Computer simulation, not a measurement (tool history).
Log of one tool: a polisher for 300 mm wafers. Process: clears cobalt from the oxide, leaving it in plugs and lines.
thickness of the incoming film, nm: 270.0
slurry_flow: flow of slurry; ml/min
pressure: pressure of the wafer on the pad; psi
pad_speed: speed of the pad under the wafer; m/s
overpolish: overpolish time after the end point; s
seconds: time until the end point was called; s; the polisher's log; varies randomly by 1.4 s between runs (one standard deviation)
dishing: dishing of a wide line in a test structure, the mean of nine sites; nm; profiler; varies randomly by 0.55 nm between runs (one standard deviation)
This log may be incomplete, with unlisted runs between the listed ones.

| run | hour | slurry_flow | pressure | pad_speed | overpolish | seconds | dishing |
|---|---|---|---|---|---|---|---|
| 1 | 0.0 | 140 | 1.2 | 0.96 | 26 | 97.929 | 40.222 |
| 2 | 2.4 | 140 | 1.0 | 0.96 | 26 | 117.190 | 36.710 |
| 3 | 4.7 | 140 | 0.8 | 0.96 | 26 | 147.950 | 31.983 |
| 4 | 6.9 | 125 | 0.8 | 0.96 | 26 | 155.790 | 31.563 |
| 5 | 11.0 | 125 | 0.8 | 0.96 | 18 | 151.270 | 24.846 |
| 6 | 16.1 | 140 | 0.9 | 0.96 | 18 | 134.380 | 27.425 |
| 7 | 23.1 | 150 | 1.0 | 0.96 | 17 | 116.360 | 28.484 |
| 8 | 27.0 | 160 | 1.0 | 0.96 | 17 | 116.370 | 28.213 |
| 9 | 28.0 | 165 | 1.0 | 0.96 | 17 | 115.280 | 27.854 |
| 10 | 34.1 | 170 | 1.0 | 0.96 | 17 | 114.540 | 28.313 |
| 11 | 35.7 | 180 | 1.2 | 0.98 | 18 | 92.308 | 32.677 |
| 12 | 43.8 | 180 | 1.2 | 0.98 | 18 | 92.357 | 34.608 |
| 13 | 50.7 | 180 | 1.2 | 0.98 | 17 | 96.897 | 32.779 |

What does the tool deliver on the next run?
| 14 | 58.2 | 180 | 1.2 | 0.98 | 17 | ? | ? |

{"run 14": {"seconds": 92.711, "dishing": 33.245}}
